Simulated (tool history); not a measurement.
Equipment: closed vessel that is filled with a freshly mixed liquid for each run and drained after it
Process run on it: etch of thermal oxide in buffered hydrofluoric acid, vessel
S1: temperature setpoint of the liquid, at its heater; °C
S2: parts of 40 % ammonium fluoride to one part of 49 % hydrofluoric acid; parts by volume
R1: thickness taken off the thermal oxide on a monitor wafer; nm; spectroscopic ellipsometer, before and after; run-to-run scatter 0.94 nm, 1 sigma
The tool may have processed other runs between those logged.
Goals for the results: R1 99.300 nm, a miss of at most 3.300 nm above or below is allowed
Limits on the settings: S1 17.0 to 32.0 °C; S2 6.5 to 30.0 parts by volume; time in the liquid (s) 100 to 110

run 1 hour=0.0 | S1=24.0 S2=18.5 time_in_the_liquid_(s)=100 | R1=63.998
run 2 hour=2.3 | S1=24.0 S2=21.0 time_in_the_liquid_(s)=100 | R1=58.414
run 3 hour=5.7 | S1=24.0 S2=21.0 time_in_the_liquid_(s)=110 | R1=63.509
run 4 hour=12.2 | S1=22.5 S2=21.0 time_in_the_liquid_(s)=110 | R1=58.278
run 5 hour=13.8 | S1=19.0 S2=21.0 time_in_the_liquid_(s)=110 | R1=48.066
run 6 hour=15.8 | S1=19.0 S2=24.0 time_in_the_liquid_(s)=110 | R1=44.039
run 7 hour=21.9 | S1=21.0 S2=23.5 time_in_the_liquid_(s)=110 | R1=49.163
run 8 hour=24.1 | S1=22.5 S2=23.0 time_in_the_liquid_(s)=110 | R1=55.501
run 9 hour=33.1 | S1=24.0 S2=23.0 time_in_the_liquid_(s)=110 | R1=60.371
run 10 hour=33.6 | S1=25.0 S2=23.0 time_in_the_liquid_(s)=110 | R1=63.835
run 11 hour=39.4 | S1=26.0 S2=23.0 time_in_the_liquid_(s)=110 | R1=66.622
run 12 hour=41.0 | S1=27.0 S2=22.5 time_in_the_liquid_(s)=110 | R1=70.127
run 13 hour=42.4 | S1=28.0 S2=22.0 time_in_the_liquid_(s)=110 | R1=77.143
run 14 hour=45.9 | S1=28.5 S2=22.0 time_in_the_liquid_(s)=110 | R1=78.084
run 15 hour=47.5 | S1=29.0 S2=21.5 time_in_the_liquid_(s)=110 | R1=81.654
run 16 hour=51.3 | S1=29.5 S2=21.5 time_in_the_liquid_(s)=110 | R1=84.301
run 17 hour=57.5 | S1=29.5 S2=21.5 time_in_the_liquid_(s)=110 | R1=83.632

5 candidate next runs follow, results not yet known. Just one meets every target within its allowed miss. Identify it.
run A hour=63.7 | S1=25.5 S2=14.5 time_in_the_liquid_(s)=110 | R1=?
run B hour=63.7 | S1=30.0 S2=20.0 time_in_the_liquid_(s)=105 | R1=?
run C hour=63.7 | S1=30.5 S2=21.0 time_in_the_liquid_(s)=110 | R1=?
run D hour=63.7 | S1=28.0 S2=23.5 time_in_the_liquid_(s)=105 | R1=?
run E hour=63.7 | S1=28.0 S2=15.5 time_in_the_liquid_(s)=110 | R1=?

move=A R1=98.807
move=B R1=87.436
move=C R1=90.963
move=D R1=70.404
move=E R1=105.830
A: all results in spec
B: better than the last run, though not everything is in spec
C: better than the last run, though not everything is in spec
D: the biggest miss grows against the last run
E: pushes the last run's worst result past its target
Answer: A
